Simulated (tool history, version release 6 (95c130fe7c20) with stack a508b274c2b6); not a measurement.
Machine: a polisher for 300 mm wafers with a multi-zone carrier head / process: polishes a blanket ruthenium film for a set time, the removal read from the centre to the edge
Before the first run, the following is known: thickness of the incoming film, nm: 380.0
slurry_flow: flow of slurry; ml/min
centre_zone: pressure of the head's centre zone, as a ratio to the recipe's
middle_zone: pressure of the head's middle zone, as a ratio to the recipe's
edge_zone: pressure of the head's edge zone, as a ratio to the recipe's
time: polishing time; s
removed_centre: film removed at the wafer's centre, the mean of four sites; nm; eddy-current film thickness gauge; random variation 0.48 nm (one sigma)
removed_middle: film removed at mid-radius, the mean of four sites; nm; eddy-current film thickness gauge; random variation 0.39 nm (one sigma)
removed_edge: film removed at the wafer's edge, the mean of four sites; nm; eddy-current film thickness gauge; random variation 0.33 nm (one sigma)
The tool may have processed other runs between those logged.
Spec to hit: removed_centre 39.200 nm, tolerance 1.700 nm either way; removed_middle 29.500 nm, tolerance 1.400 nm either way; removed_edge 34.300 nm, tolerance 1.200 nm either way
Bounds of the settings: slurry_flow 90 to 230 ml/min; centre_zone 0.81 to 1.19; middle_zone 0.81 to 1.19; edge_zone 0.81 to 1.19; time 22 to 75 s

| run | hour | slurry_flow | centre_zone | middle_zone | edge_zone | time | removed_centre | removed_middle | removed_edge |
|---|---|---|---|---|---|---|---|---|---|
| 1 | 0.0 | 150 | 1.00 | 1.00 | 1.00 | 48 | 53.407 | 51.468 | 51.057 |
| 2 | 5.6 | 120 | 1.00 | 1.00 | 1.00 | 48 | 50.038 | 48.719 | 49.117 |
| 3 | 12.2 | 120 | 1.00 | 1.08 | 1.00 | 48 | 50.257 | 52.654 | 49.113 |
| 4 | 19.3 | 120 | 1.00 | 1.11 | 1.00 | 48 | 50.221 | 54.030 | 49.072 |
| 5 | 25.1 | 135 | 1.00 | 1.11 | 1.00 | 48 | 51.531 | 55.567 | 50.409 |
| 6 | 31.4 | 135 | 1.00 | 1.16 | 1.00 | 48 | 52.039 | 56.608 | 49.974 |
| 7 | 37.0 | 135 | 1.00 | 1.16 | 1.00 | 48 | 51.984 | 58.034 | 50.220 |
| 8 | 43.3 | 130 | 1.03 | 1.08 | 1.00 | 44 | 49.760 | 49.084 | 45.051 |
| 9 | 45.2 | 130 | 1.03 | 1.08 | 1.00 | 44 | 48.772 | 48.415 | 44.664 |
| 10 | 48.1 | 125 | 1.04 | 1.02 | 1.01 | 42 | 47.006 | 44.914 | 43.485 |
| 11 | 52.9 | 120 | 1.06 | 0.97 | 1.02 | 39 | 42.749 | 38.464 | 40.006 |
| 12 | 54.5 | 115 | 1.08 | 0.94 | 1.01 | 38 | 41.789 | 37.000 | 38.371 |
| 13 | 61.9 | 110 | 1.10 | 0.91 | 1.02 | 37 | 41.119 | 34.407 | 37.071 |
| 14 | 64.6 | 105 | 1.11 | 0.89 | 1.02 | 37 | 41.258 | 33.928 | 36.749 |
| 15 | 68.3 | 105 | 1.12 | 0.87 | 1.02 | 36 | 41.268 | 31.408 | 36.452 |
| 16 | 76.2 | 105 | 1.12 | 0.87 | 1.01 | 36 | 40.324 | 32.390 | 36.610 |

Exercise: of the 4 proposed moves below, exactly one satisfies all targets within the stated allowed misses. Which move is it?
| A | 84.1 | 110 | 1.09 | 0.85 | 1.05 | 38 | ? | ? | ? |
| B | 84.1 | 105 | 1.14 | 1.02 | 0.96 | 35 | ? | ? | ? |
| C | 84.1 | 155 | 1.08 | 1.02 | 1.00 | 33 | ? | ? | ? |
| D | 84.1 | 100 | 1.16 | 0.87 | 1.05 | 34 | ? | ? | ? |

| move | removed_centre | removed_middle | removed_edge |
|---|---|---|---|
| A | 42.156 | 33.112 | 38.851 |
| B | 39.996 | 34.994 | 33.851 |
| C | 40.023 | 36.464 | 34.906 |
| D | 38.768 | 29.279 | 34.039 |
A: lands further from the targets than the last run did
B: lands further from the targets than the last run did
C: lands further from the targets than the last run did
D: all results land within tolerance of their targets
The move that meets every target is D.
